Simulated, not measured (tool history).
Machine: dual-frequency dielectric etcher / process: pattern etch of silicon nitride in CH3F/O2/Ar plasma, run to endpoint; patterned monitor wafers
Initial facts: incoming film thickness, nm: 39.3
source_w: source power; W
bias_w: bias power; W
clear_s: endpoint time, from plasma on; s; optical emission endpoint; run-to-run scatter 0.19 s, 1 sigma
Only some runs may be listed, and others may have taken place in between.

run,hour,source_w,bias_w,clear_s
1,0.0,310,89,57.060
2,4.1,310,74,61.525
3,7.8,330,74,60.668
4,13.7,350,77,58.506
5,17.1,350,69,60.462
6,25.3,350,78,57.665
7,32.2,370,79,56.584
8,35.1,380,80,55.788
9,35.7,390,81,54.952

What does the tool deliver on the next run?
10,43.4,400,82,?

{"run 10": {"clear_s": 54.655}}
